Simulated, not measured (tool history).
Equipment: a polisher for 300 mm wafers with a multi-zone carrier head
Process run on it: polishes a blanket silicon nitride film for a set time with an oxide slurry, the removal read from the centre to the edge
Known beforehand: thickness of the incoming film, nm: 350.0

run,day,flow of slurry (ml/min),pressure of the head's centre zone,pressure of the head's middle zone,pressure of the head's edge zone,abrasive content of the slurry,polishing time (s),film removed at the wafer's centre (nm),film removed at mid-radius (nm),film removed at the wafer's edge (nm)
1,0.000,190,1.00,1.00,1.00,1.00,57,39.398,38.608,38.440
2,0.142,190,1.00,1.00,1.00,0.85,57,36.747,36.800,36.035
3,0.467,190,1.00,1.00,1.00,0.75,57,33.820,34.632,34.282
4,0.800,190,1.00,1.00,1.00,0.60,57,32.017,32.098,31.384
5,1.162,195,1.02,1.02,1.02,0.70,57,34.547,34.165,33.993
6,1.346,200,1.03,1.04,1.02,0.80,57,36.616,36.987,36.048
7,1.662,205,1.05,1.06,1.03,0.85,57,37.764,38.805,36.917

Estimate the outcome of run 8 from the log above:
8,1.846,210,1.07,1.07,1.04,0.95,57,?,?,?

{"run 8": {"film removed at the wafer's centre (nm)": 39.386, "film removed at mid-radius (nm)": 40.197, "film removed at the wafer's edge (nm)": 38.668}}
